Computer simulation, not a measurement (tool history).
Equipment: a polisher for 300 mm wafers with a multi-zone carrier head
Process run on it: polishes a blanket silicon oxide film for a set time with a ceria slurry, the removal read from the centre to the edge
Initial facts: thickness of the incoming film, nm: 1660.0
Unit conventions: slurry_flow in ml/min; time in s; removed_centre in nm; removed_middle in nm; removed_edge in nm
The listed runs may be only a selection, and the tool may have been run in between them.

| run | day | slurry_flow | centre_zone | middle_zone | edge_zone | time | removed_centre | removed_middle | removed_edge |
|---|---|---|---|---|---|---|---|---|---|
| 1 | 0 | 125 | 1 | 1 | 1 | 71 | 244.85 | 250.33 | 257.22 |
| 2 | 0.092 | 125 | 1 | 1 | 1.08 | 71 | 248.6 | 249.81 | 265.41 |
| 3 | 0.442 | 125 | 1 | 1 | 1.08 | 88 | 307.96 | 308.36 | 333.54 |
| 4 | 0.542 | 125 | 1 | 1.02 | 1.06 | 88 | 304.75 | 311.56 | 328.43 |
| 5 | 0.658 | 125 | 0.94 | 1.02 | 1.06 | 88 | 284.05 | 310.51 | 325.06 |
| 6 | 0.846 | 125 | 0.94 | 0.97 | 1.06 | 88 | 286.31 | 299.85 | 326.88 |
| 7 | 1.2 | 125 | 0.95 | 0.99 | 1.04 | 88 | 289.87 | 307.14 | 328.78 |
| 8 | 1.379 | 125 | 0.96 | 1.01 | 1.03 | 87 | 286.5 | 306.74 | 322.08 |
| 9 | 1.746 | 130 | 0.97 | 1.03 | 1.02 | 86 | 294.57 | 310.44 | 317.36 |
| 10 | 2.042 | 130 | 0.97 | 1.05 | 1.01 | 86 | 291.49 | 318.49 | 310.03 |
|  | 2.4 | worn pad replaced by a new one |
| 11 | 2.4 | 130 | 0.97 | 1.06 | 1.01 | 86 | 328.74 | 366.67 | 352.56 |
| 12 | 2.433 | 130 | 0.97 | 1.06 | 0.99 | 85 | 321.14 | 364.91 | 341.27 |
| 13 | 2.671 | 130 | 0.97 | 1.06 | 0.98 | 84 | 322.5 | 348.16 | 337.59 |
| 14 | 2.858 | 135 | 0.97 | 1.07 | 0.99 | 82 | 315.63 | 349.59 | 336.91 |
| 15 | 3.071 | 130 | 0.97 | 1.07 | 0.98 | 81 | 302.01 | 352.95 | 330.34 |

Estimate the outcome of run 16 from the log above:
| 16 | 3.388 | 130 | 0.98 | 1.07 | 0.97 | 80 | ? | ? | ? |

{"run 16": {"removed_centre": 305.8, "removed_middle": 337.36, "removed_edge": 325.03}}

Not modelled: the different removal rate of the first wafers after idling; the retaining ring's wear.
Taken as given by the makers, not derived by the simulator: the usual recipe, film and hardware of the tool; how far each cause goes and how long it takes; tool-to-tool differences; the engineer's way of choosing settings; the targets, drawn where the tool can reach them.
